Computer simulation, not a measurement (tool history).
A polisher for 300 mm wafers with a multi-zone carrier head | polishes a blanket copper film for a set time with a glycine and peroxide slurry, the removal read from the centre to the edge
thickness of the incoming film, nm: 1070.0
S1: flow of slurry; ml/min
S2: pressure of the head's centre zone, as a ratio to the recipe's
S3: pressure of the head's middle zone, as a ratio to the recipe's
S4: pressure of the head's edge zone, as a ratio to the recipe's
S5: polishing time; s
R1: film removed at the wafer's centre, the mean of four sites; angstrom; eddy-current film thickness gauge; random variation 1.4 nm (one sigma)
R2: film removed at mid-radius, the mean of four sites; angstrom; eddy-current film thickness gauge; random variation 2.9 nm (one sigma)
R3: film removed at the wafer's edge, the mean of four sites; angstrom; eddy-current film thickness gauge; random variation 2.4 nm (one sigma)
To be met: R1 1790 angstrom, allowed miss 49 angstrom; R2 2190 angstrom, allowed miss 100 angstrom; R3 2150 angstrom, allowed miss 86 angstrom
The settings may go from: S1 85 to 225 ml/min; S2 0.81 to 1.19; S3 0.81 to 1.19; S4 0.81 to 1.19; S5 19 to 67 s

{"run": 1, "hour": 0.0, "S1": 145, "S2": 1, "S3": 1, "S4": 1, "S5": 43, "R1": 2315.3, "R2": 2293.2, "R3": 2343.5}
{"run": 2, "hour": 2.0, "S1": 145, "S2": 1, "S3": 1.05, "S4": 1, "S5": 43, "R1": 2355.9, "R2": 2436.3, "R3": 2384.7}
{"run": 3, "hour": 8.9, "S1": 140, "S2": 0.97, "S3": 1.05, "S4": 0.99, "S5": 43, "R1": 2251.7, "R2": 2402.5, "R3": 2324}
{"run": 4, "hour": 14.8, "S1": 135, "S2": 0.94, "S3": 1.05, "S4": 0.99, "S5": 43, "R1": 2157.7, "R2": 2398.3, "R3": 2331}
{"run": 5, "hour": 16.4, "S1": 130, "S2": 0.92, "S3": 1.04, "S4": 0.98, "S5": 43, "R1": 2074.8, "R2": 2393.1, "R3": 2267.8}
{"run": 6, "hour": 19.6, "S1": 125, "S2": 0.91, "S3": 1.03, "S4": 0.98, "S5": 43, "R1": 2059.6, "R2": 2354.8, "R3": 2321.7}
{"hour": 27.2, "done": "worn pad replaced by a new one"}
{"run": 7, "hour": 27.2, "S1": 120, "S2": 0.9, "S3": 1.02, "S4": 0.97, "S5": 43, "R1": 2182.3, "R2": 2499.5, "R3": 2423.3}
{"run": 8, "hour": 35.2, "S1": 130, "S2": 0.89, "S3": 1.03, "S4": 0.98, "S5": 43, "R1": 2171.9, "R2": 2527.8, "R3": 2514.1}
{"run": 9, "hour": 39.2, "S1": 125, "S2": 0.89, "S3": 1.04, "S4": 0.99, "S5": 42, "R1": 2096.8, "R2": 2561.4, "R3": 2431}
{"run": 10, "hour": 41.4, "S1": 120, "S2": 0.88, "S3": 1.03, "S4": 0.97, "S5": 41, "R1": 2035.4, "R2": 2339.7, "R3": 2322.4}
{"run": 11, "hour": 43.3, "S1": 115, "S2": 0.87, "S3": 1.04, "S4": 0.97, "S5": 40, "R1": 1915.3, "R2": 2337, "R3": 2269.6}
{"run": 12, "hour": 51.9, "S1": 115, "S2": 0.87, "S3": 1.04, "S4": 0.97, "S5": 40, "R1": 1927.8, "R2": 2303.4, "R3": 2223}
{"run": 13, "hour": 58.0, "S1": 110, "S2": 0.86, "S3": 1.04, "S4": 0.97, "S5": 40, "R1": 1881, "R2": 2293.8, "R3": 2226.7}
{"run": 14, "hour": 63.9, "S1": 105, "S2": 0.86, "S3": 1.04, "S4": 0.97, "S5": 40, "R1": 1846.5, "R2": 2242.8, "R3": 2196.2}

Which of these 5 next moves meets every target?
{"run": "A", "hour": 69.8, "S1": 90, "S2": 0.9, "S3": 1.11, "S4": 1.04, "S5": 41, "R1": "?", "R2": "?", "R3": "?"}
{"run": "B", "hour": 69.8, "S1": 85, "S2": 0.84, "S3": 1.01, "S4": 0.86, "S5": 42, "R1": "?", "R2": "?", "R3": "?"}
{"run": "C", "hour": 69.8, "S1": 120, "S2": 0.9, "S3": 0.98, "S4": 0.99, "S5": 39, "R1": "?", "R2": "?", "R3": "?"}
{"run": "D", "hour": 69.8, "S1": 110, "S2": 0.92, "S3": 1.04, "S4": 0.97, "S5": 38, "R1": "?", "R2": "?", "R3": "?"}
{"run": "E", "hour": 69.8, "S1": 115, "S2": 0.81, "S3": 0.98, "S4": 1.03, "S5": 40, "R1": "?", "R2": "?", "R3": "?"}

move=A R1=1903.2 R2=2371.2 R3=2235.2
move=B R1=1782.4 R2=2205.4 R3=2104.7
move=C R1=1966.8 R2=2183 R3=2194.1
move=D R1=1915.4 R2=2191.6 R3=2089.2
move=E R1=1793.8 R2=2218.3 R3=2271.5
A: further off than the last run
B: meets every target
C: further off than the last run
D: further off than the last run
E: brings the result that was furthest off to its target, and leaves another outside
Answer: B
